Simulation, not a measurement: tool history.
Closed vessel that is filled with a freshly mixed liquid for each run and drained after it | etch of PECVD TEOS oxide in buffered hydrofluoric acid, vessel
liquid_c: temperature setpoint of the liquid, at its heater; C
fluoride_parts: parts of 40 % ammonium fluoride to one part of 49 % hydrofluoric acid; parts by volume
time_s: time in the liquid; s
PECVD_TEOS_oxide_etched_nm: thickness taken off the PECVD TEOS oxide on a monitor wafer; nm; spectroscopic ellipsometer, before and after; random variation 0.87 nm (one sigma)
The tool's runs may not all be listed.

run,day,liquid_c,fluoride_parts,time_s,PECVD_TEOS_oxide_etched_nm
1,0.000,22.0,13.0,35,64.925
2,0.054,22.0,15.0,35,56.633
3,0.362,24.0,15.0,35,63.332
4,0.425,25.5,15.0,35,68.494
5,0.792,25.5,18.5,35,56.486
6,0.888,22.5,18.5,35,48.103
7,1.079,24.5,17.5,35,57.409
8,1.438,28.5,15.0,35,80.980

Run 9 comes next. What will it give?
9,1.800,29.0,15.0,35,?

Run 9 gave PECVD_TEOS_oxide_etched_nm 82.935 nm.

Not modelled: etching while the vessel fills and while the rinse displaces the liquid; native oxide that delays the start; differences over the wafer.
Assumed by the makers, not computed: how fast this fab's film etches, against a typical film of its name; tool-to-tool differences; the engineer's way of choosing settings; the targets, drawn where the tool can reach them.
